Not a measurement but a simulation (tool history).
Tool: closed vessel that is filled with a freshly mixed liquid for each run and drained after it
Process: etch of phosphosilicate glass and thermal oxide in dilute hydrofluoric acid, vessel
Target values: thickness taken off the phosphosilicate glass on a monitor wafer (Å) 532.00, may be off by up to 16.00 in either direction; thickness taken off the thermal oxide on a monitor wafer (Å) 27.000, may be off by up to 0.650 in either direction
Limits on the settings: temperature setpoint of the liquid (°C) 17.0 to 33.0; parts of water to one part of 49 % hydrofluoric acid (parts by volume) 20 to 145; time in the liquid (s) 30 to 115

run,hour,temperature setpoint of the liquid (°C),parts of water to one part of 49 % hydrofluoric acid (parts by volume),time in the liquid (s),thickness taken off the phosphosilicate glass on a monitor wafer (Å),thickness taken off the thermal oxide on a monitor wafer (Å)
1,0.0,25.0,80,60,692.18,35.433
2,9.0,23.5,80,60,661.13,33.600
3,14.7,25.0,80,60,701.48,35.472
4,22.3,24.0,80,60,668.36,34.386
5,29.6,24.0,90,60,592.55,29.883
6,34.8,24.0,120,60,426.74,21.396
7,43.6,24.5,120,60,433.62,22.017
8,51.3,25.0,120,60,446.56,22.243
9,54.8,25.5,120,60,453.20,23.016
10,63.9,26.0,120,60,454.64,23.338
11,66.9,27.0,115,60,508.30,25.357
12,69.8,27.5,115,60,513.56,25.997

Exercise: of the 4 proposed moves below, exactly one satisfies all targets within the stated allowed misses. Which move is it?
A,72.7,25.5,95,50,?,?
B,72.7,25.5,130,70,?,?
C,72.7,29.0,100,50,?,?
D,72.7,17.0,145,115,?,?

move,thickness taken off the phosphosilicate glass on a monitor wafer (Å),thickness taken off the thermal oxide on a monitor wafer (Å)
A,491.79,24.990
B,481.63,24.474
C,531.11,26.988
D,498.28,25.320
A: the biggest miss grows against the last run
B: the biggest miss grows against the last run
C: in spec on every target
D: the biggest miss grows against the last run
The right move is C.

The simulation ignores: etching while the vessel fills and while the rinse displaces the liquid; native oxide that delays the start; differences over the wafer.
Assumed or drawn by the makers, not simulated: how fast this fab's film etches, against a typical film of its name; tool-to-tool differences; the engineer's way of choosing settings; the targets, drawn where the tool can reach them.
